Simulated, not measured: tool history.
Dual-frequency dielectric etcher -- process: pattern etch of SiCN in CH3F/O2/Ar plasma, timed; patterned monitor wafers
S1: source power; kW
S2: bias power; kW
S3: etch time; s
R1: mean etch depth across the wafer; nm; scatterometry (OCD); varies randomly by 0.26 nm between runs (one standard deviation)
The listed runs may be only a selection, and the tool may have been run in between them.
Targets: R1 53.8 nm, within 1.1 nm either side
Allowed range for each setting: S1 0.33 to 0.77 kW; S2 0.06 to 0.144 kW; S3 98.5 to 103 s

run	hour	S1	S2	S3	R1
1	0	0.55	0.102	98.5	45.909
2	1.8	0.55	0.102	98.5	46.304
3	3.9	0.55	0.102	103	48.066
4	5.8	0.55	0.089	103	45.976
5	7.1	0.63	0.089	103	48.573
6	13.8	0.63	0.089	103	48.939
7	16.7	0.66	0.09	103	49.562
8	25.6	0.68	0.092	103	50.601
9	31.6	0.7	0.093	103	51.732

Exercise: of the 4 proposed moves below, exactly one satisfies all targets within the stated allowed misses. Which move is it?
A	37.6	0.77	0.1	101	?
B	37.6	0.69	0.084	100.5	?
C	37.6	0.72	0.09	102.5	?
D	37.6	0.74	0.093	98.5	?

move	R1
A	53.749
B	48.07
C	51.117
D	50.259
A: hits every target within its allowed miss
B: the biggest miss grows against the last run
C: the biggest miss grows against the last run
D: the biggest miss grows against the last run
Answer: A

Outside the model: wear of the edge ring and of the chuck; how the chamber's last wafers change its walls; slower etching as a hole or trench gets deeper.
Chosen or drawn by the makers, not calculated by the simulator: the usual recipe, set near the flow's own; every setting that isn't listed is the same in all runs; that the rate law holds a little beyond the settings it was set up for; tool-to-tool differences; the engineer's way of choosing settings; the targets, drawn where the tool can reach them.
